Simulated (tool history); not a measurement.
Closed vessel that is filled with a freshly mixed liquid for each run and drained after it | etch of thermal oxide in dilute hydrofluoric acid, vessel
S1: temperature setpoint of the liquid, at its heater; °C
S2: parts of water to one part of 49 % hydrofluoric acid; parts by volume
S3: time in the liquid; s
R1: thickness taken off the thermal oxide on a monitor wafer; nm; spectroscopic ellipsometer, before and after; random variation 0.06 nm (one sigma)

Run 1, hour 0: S1 23 °C, S2 70 parts by volume, S3 140 s. Result: R1 8.6693 nm.
Run 2, hour 2.9: S1 23 °C, S2 70 parts by volume, S3 140 s. Result: R1 8.7229 nm.
Run 3, hour 12.3: S1 24.5 °C, S2 70 parts by volume, S3 140 s. Result: R1 9.1178 nm.
Run 4, hour 15.1: S1 24.5 °C, S2 60 parts by volume, S3 140 s. Result: R1 10.777 nm.
Run 5, hour 21.5: S1 23.5 °C, S2 60 parts by volume, S3 140 s. Result: R1 10.457 nm.
Run 6, hour 23.5: S1 23.5 °C, S2 75 parts by volume, S3 140 s. Result: R1 8.0812 nm.

Forecast run 7:
Run 7, hour 27.6: S1 23 °C, S2 75 parts by volume, S3 140 s. Result: R1 ?.

{"run 7": {"R1": 7.9935}}
